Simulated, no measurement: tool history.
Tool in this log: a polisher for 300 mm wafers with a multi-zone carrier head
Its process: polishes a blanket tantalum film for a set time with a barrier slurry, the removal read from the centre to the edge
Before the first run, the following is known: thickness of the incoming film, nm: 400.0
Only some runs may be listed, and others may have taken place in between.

| run | hour | flow of slurry (ml/min) | pressure of the head's centre zone | pressure of the head's middle zone | pressure of the head's edge zone | abrasive content of the slurry | polishing time (s) | film removed at the wafer's centre (Å) | film removed at mid-radius (Å) | film removed at the wafer's edge (Å) |
|---|---|---|---|---|---|---|---|---|---|---|
| 1 | 0 | 295 | 1 | 1 | 1 | 1 | 67 | 869.25 | 912.32 | 880.21 |
| 2 | 7.8 | 345 | 1 | 1 | 1 | 1 | 67 | 902.17 | 907.28 | 880.79 |
| 3 | 12.1 | 345 | 1.04 | 1 | 1 | 1 | 67 | 961.03 | 925.73 | 894.67 |
| 4 | 16 | 385 | 1.04 | 1 | 1 | 1 | 67 | 920.88 | 934.08 | 880.5 |
| 5 | 18.3 | 330 | 1.04 | 1 | 1 | 1 | 67 | 943.27 | 924.95 | 894.42 |
| 6 | 24.2 | 330 | 1.04 | 1.05 | 1 | 1 | 67 | 954.71 | 959.33 | 883.54 |
| 7 | 25.4 | 335 | 1.01 | 1.03 | 0.98 | 0.9 | 64 | 834.46 | 866.73 | 816.41 |
| 8 | 33.5 | 340 | 1 | 1.03 | 0.96 | 0.8 | 62 | 781.02 | 806.85 | 759.95 |
| 9 | 42.3 | 345 | 0.98 | 1.03 | 0.94 | 0.75 | 60 | 738.61 | 770.63 | 717.55 |
| 10 | 46.1 | 345 | 0.96 | 1.02 | 0.93 | 0.7 | 59 | 685.58 | 735.99 | 684.52 |

Run 11 is up next; what results do you expect?
| 11 | 55 | 350 | 0.94 | 1 | 0.91 | 0.65 | 59 | ? | ? | ? |

{"run 11": {"film removed at the wafer's centre (Å)": 667.85, "film removed at mid-radius (Å)": 713.03, "film removed at the wafer's edge (Å)": 653.04}}
